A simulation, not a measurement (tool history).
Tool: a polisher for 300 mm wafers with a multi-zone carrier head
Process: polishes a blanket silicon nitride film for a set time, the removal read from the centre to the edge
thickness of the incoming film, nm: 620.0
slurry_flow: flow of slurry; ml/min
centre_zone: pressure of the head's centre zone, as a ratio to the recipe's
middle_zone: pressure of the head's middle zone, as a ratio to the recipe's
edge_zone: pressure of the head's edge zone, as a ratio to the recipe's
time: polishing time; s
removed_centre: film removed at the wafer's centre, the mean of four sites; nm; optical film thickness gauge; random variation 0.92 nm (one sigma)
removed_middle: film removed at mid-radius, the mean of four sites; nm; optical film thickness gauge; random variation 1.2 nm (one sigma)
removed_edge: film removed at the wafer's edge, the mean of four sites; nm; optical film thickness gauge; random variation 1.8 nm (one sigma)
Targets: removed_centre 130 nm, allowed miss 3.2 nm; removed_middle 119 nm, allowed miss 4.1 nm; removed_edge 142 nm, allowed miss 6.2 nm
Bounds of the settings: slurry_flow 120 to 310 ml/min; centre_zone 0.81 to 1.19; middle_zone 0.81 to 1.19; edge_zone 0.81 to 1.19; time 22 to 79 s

Run 1, day 0: slurry_flow 200 ml/min, centre_zone 1, middle_zone 1, edge_zone 1, time 50 s. Result: removed_centre 93.587 nm, removed_middle 90.27 nm, removed_edge 98.77 nm.
Run 2, day 0.217: slurry_flow 170 ml/min, centre_zone 1, middle_zone 1, edge_zone 1, time 50 s. Result: removed_centre 91.025 nm, removed_middle 89.662 nm, removed_edge 95.078 nm.
Run 3, day 0.321: slurry_flow 185 ml/min, centre_zone 1.01, middle_zone 1.01, edge_zone 1.03, time 51 s. Result: removed_centre 96.491 nm, removed_middle 91.766 nm, removed_edge 100.37 nm.
Run 4, day 0.692: slurry_flow 155 ml/min, centre_zone 1.01, middle_zone 1.01, edge_zone 1.03, time 51 s. Result: removed_centre 92.769 nm, removed_middle 91.496 nm, removed_edge 96.69 nm.
Run 5, day 1.029: slurry_flow 120 ml/min, centre_zone 1.01, middle_zone 1.01, edge_zone 1.03, time 51 s. Result: removed_centre 90.755 nm, removed_middle 87.829 nm, removed_edge 97.813 nm.
Run 6, day 1.196: slurry_flow 120 ml/min, centre_zone 1.01, middle_zone 1.01, edge_zone 1.05, time 53 s. Result: removed_centre 94.227 nm, removed_middle 93.5 nm, removed_edge 98.571 nm.
Run 7, day 1.467: slurry_flow 135 ml/min, centre_zone 1, middle_zone 0.98, edge_zone 1.05, time 55 s. Result: removed_centre 99.081 nm, removed_middle 92.436 nm, removed_edge 106.62 nm.
Run 8, day 1.492: slurry_flow 145 ml/min, centre_zone 1, middle_zone 0.98, edge_zone 1.07, time 56 s. Result: removed_centre 100.55 nm, removed_middle 98.367 nm, removed_edge 108.63 nm.
At day 1.788: edge zone pressure recalibrated.
Run 9, day 1.788: slurry_flow 155 ml/min, centre_zone 1, middle_zone 0.97, edge_zone 1.08, time 57 s. Result: removed_centre 103.65 nm, removed_middle 99.522 nm, removed_edge 107.5 nm.
Run 10, day 2.142: slurry_flow 155 ml/min, centre_zone 1, middle_zone 0.97, edge_zone 1.08, time 57 s. Result: removed_centre 103.7 nm, removed_middle 97.352 nm, removed_edge 105.73 nm.

4 next moves are on the table. One of them brings every result within its allowed miss. Which?
Run A, day 2.496: slurry_flow 155 ml/min, centre_zone 0.95, middle_zone 0.87, edge_zone 1.08, time 75 s. Result: removed_centre ?, removed_middle ?, removed_edge ?.
Run B, day 2.496: slurry_flow 240 ml/min, centre_zone 1.17, middle_zone 1.11, edge_zone 1.19, time 38 s. Result: removed_centre ?, removed_middle ?, removed_edge ?.
Run C, day 2.496: slurry_flow 230 ml/min, centre_zone 1.19, middle_zone 1.19, edge_zone 1.19, time 34 s. Result: removed_centre ?, removed_middle ?, removed_edge ?.
Run D, day 2.496: slurry_flow 145 ml/min, centre_zone 1.02, middle_zone 0.93, edge_zone 1.14, time 41 s. Result: removed_centre ?, removed_middle ?, removed_edge ?.

move  removed_centre  removed_middle  removed_edge
   A          128.53          118.85        140.01
   B          84.145          76.838        75.233
   C           76.31          72.723        67.056
   D           74.97          68.204        77.496
A: meets every target
B: further off than the last run
C: further off than the last run
D: further off than the last run
Move A is the one to make.
